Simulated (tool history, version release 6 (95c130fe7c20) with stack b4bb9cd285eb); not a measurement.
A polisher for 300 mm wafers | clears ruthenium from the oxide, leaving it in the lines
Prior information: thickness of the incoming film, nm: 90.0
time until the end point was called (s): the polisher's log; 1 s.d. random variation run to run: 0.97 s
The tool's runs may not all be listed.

| run | hour | flow of slurry (ml/min) | pressure of the wafer on the pad (kPa) | speed of the pad under the wafer (m/s) | overpolish time after the end point (s) | time until the end point was called (s) |
|---|---|---|---|---|---|---|
| 1 | 0.0 | 295 | 15.9 | 0.86 | 14 | 77.079 |
| 2 | 0.8 | 295 | 14.5 | 0.86 | 14 | 86.169 |
| 3 | 5.7 | 295 | 11.7 | 0.86 | 14 | 105.330 |
| 4 | 9.1 | 235 | 11.7 | 0.86 | 14 | 108.250 |
| 5 | 12.9 | 245 | 12.4 | 0.86 | 14 | 100.990 |
| 6 | 19.3 | 245 | 12.4 | 0.68 | 14 | 125.420 |
| 7 | 20.7 | 245 | 12.4 | 0.68 | 14 | 124.870 |

Run 8 comes next. What will it give?
| 8 | 23.9 | 250 | 13.8 | 0.68 | 14 | ? |

time until the end point was called (s): 111.620

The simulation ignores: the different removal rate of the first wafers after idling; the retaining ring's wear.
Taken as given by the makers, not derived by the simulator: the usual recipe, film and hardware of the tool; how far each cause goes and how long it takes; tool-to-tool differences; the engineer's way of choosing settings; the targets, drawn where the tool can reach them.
